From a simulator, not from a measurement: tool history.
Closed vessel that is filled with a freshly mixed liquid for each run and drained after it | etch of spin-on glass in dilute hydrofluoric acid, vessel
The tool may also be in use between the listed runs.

run  hour  temperature setpoint of the liquid (K)  parts of water to one part of 49 % hydrofluoric acid (parts by volume)  time in the liquid (s)  thickness taken off the spin-on glass on a monitor wafer (angstrom)
  1     0                                  299.15                                                                     140                      30                                                               101.74
  2   6.7                                  299.15                                                                     175                      30                                                               79.695
  3  14.1                                  299.15                                                                     125                      30                                                               118.33
  4  20.1                                  300.65                                                                     115                      30                                                               140.06
     27.9  -- thermometer replaced
  5  27.9                                  300.65                                                                     155                      30                                                               101.24
  6  33.9                                  302.65                                                                     155                      30                                                               109.04

Forecast run 7:
  7  41.3                                  303.65                                                                     140                      30                                                                    ?

thickness taken off the spin-on glass on a monitor wafer (angstrom): 128.39
